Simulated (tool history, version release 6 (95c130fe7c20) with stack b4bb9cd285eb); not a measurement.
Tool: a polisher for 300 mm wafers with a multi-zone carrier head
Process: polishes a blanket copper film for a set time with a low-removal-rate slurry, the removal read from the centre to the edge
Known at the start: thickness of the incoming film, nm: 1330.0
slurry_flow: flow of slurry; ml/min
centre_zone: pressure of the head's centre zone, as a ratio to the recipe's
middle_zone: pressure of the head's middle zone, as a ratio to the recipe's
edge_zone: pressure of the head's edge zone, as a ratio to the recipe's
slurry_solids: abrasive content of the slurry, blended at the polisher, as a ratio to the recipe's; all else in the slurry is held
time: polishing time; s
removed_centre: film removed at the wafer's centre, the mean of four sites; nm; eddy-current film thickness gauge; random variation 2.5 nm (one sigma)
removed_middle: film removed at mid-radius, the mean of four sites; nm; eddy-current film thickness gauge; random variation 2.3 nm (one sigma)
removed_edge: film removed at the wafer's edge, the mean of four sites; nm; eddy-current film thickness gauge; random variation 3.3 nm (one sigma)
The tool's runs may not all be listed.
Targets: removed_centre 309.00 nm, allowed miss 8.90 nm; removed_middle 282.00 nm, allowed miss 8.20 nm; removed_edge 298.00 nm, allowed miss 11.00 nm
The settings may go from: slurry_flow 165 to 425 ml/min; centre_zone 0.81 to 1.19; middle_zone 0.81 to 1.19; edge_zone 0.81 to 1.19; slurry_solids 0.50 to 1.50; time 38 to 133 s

run 1 hour=0.0 | slurry_flow=275 centre_zone=1.00 middle_zone=1.00 edge_zone=1.00 slurry_solids=1.00 time=85 | removed_centre=281.22 removed_middle=266.79 removed_edge=272.44
run 2 hour=8.0 | slurry_flow=275 centre_zone=1.00 middle_zone=1.00 edge_zone=1.00 slurry_solids=1.10 time=85 | removed_centre=285.87 removed_middle=270.70 removed_edge=271.41
run 3 hour=15.6 | slurry_flow=275 centre_zone=0.94 middle_zone=1.00 edge_zone=1.00 slurry_solids=1.10 time=85 | removed_centre=272.94 removed_middle=272.44 removed_edge=274.79
run 4 hour=22.4 | slurry_flow=285 centre_zone=0.96 middle_zone=1.00 edge_zone=1.02 slurry_solids=1.10 time=85 | removed_centre=279.65 removed_middle=277.28 removed_edge=278.20
run 5 hour=26.6 | slurry_flow=285 centre_zone=0.96 middle_zone=1.00 edge_zone=1.02 slurry_solids=1.10 time=65 | removed_centre=215.98 removed_middle=207.55 removed_edge=213.48
run 6 hour=30.0 | slurry_flow=335 centre_zone=0.96 middle_zone=1.00 edge_zone=1.02 slurry_solids=1.10 time=65 | removed_centre=214.98 removed_middle=212.14 removed_edge=210.02
run 7 hour=31.3 | slurry_flow=320 centre_zone=0.98 middle_zone=1.00 edge_zone=1.05 slurry_solids=1.20 time=68 | removed_centre=233.04 removed_middle=222.64 removed_edge=232.89
run 8 hour=34.5 | slurry_flow=320 centre_zone=1.01 middle_zone=1.03 edge_zone=1.07 slurry_solids=1.25 time=69 | removed_centre=250.96 removed_middle=236.99 removed_edge=236.17
run 9 hour=39.7 | slurry_flow=315 centre_zone=1.01 middle_zone=1.03 edge_zone=1.09 slurry_solids=1.30 time=71 | removed_centre=258.95 removed_middle=239.68 removed_edge=248.86
run 10 hour=48.6 | slurry_flow=310 centre_zone=1.01 middle_zone=1.04 edge_zone=1.10 slurry_solids=1.35 time=73 | removed_centre=269.29 removed_middle=255.40 removed_edge=262.67
run 11 hour=51.3 | slurry_flow=310 centre_zone=1.01 middle_zone=1.04 edge_zone=1.10 slurry_solids=1.35 time=73 | removed_centre=266.20 removed_middle=255.22 removed_edge=259.56
run 12 hour=56.7 | slurry_flow=305 centre_zone=1.02 middle_zone=1.04 edge_zone=1.11 slurry_solids=1.40 time=74 | removed_centre=278.85 removed_middle=260.91 removed_edge=262.38
run 13 hour=65.0 | slurry_flow=305 centre_zone=1.02 middle_zone=1.04 edge_zone=1.13 slurry_solids=1.40 time=75 | removed_centre=279.92 removed_middle=265.02 removed_edge=269.72

4 next moves are on the table. One of them brings every result within its allowed miss. Which?
run A hour=73.3 | slurry_flow=290 centre_zone=1.00 middle_zone=0.97 edge_zone=1.05 slurry_solids=1.40 time=86 | removed_centre=? removed_middle=? removed_edge=?
run B hour=73.3 | slurry_flow=310 centre_zone=0.99 middle_zone=0.97 edge_zone=1.19 slurry_solids=1.45 time=79 | removed_centre=? removed_middle=? removed_edge=?
run C hour=73.3 | slurry_flow=245 centre_zone=1.05 middle_zone=1.04 edge_zone=1.10 slurry_solids=1.45 time=76 | removed_centre=? removed_middle=? removed_edge=?
run D hour=73.3 | slurry_flow=270 centre_zone=1.11 middle_zone=1.09 edge_zone=1.03 slurry_solids=1.20 time=81 | removed_centre=? removed_middle=? removed_edge=?

move=A removed_centre=309.62 removed_middle=284.44 removed_edge=302.69
move=B removed_centre=286.28 removed_middle=265.25 removed_edge=300.41
move=C removed_centre=282.40 removed_middle=263.23 removed_edge=271.50
move=D removed_centre=307.86 removed_middle=282.97 removed_edge=270.43
A: meets every target
B: nearer than the last run, and not there yet
C: nearer than the last run, and not there yet
D: brings the result that was furthest off to its target, and leaves another outside
The right move is A.
